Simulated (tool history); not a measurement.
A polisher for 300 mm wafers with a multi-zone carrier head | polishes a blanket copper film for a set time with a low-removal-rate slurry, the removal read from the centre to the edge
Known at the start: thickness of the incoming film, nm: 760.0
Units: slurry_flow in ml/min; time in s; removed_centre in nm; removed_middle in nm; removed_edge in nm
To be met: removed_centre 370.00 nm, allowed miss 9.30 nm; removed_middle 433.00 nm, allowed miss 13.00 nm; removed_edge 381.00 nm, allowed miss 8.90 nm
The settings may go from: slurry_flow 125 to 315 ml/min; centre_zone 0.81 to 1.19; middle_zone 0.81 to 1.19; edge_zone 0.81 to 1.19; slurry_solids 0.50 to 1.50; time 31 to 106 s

run	hour	slurry_flow	centre_zone	middle_zone	edge_zone	slurry_solids	time	removed_centre	removed_middle	removed_edge
1	0.0	205	1.00	1.00	1.00	1.00	68	281.81	282.84	277.54
2	8.0	215	1.00	1.03	1.02	1.10	69	296.19	305.89	288.15
3	16.6	215	0.99	1.04	1.04	1.15	71	304.26	319.07	304.91
4	20.5	170	0.99	1.04	1.04	1.15	71	289.88	308.80	297.76
5	24.2	180	0.99	1.06	1.06	1.20	72	298.45	324.79	314.61
6	25.6	195	1.00	1.08	1.07	1.25	72	313.14	340.37	317.28
7	30.7	205	1.00	1.10	1.09	1.30	73	322.88	355.02	335.14
8	38.0	260	1.01	1.19	1.05	1.50	77	369.93	425.16	360.42
9	39.4	260	1.01	1.19	1.06	1.50	77	372.31	433.25	362.83
10	40.5	260	1.01	1.19	1.07	1.50	77	374.40	434.22	369.98
11	43.8	260	1.01	1.19	1.08	1.50	77	372.64	436.38	366.14

4 next moves are on the table. One of them brings every result within its allowed miss. Which?
A	47.1	270	0.97	1.14	1.07	1.50	80	?	?	?
B	47.1	265	0.95	1.10	1.14	1.50	80	?	?	?
C	47.1	230	0.86	1.08	1.09	1.50	85	?	?	?
D	47.1	215	0.93	1.09	1.16	1.50	81	?	?	?

move	removed_centre	removed_middle	removed_edge
A	376.57	435.67	384.11
B	369.24	421.65	395.19
C	355.12	433.92	406.16
D	357.07	412.95	395.85
A: meets every target
B: takes the result that was furthest off past its target
C: takes the result that was furthest off past its target
D: takes the result that was furthest off past its target
Move A is the one to make.
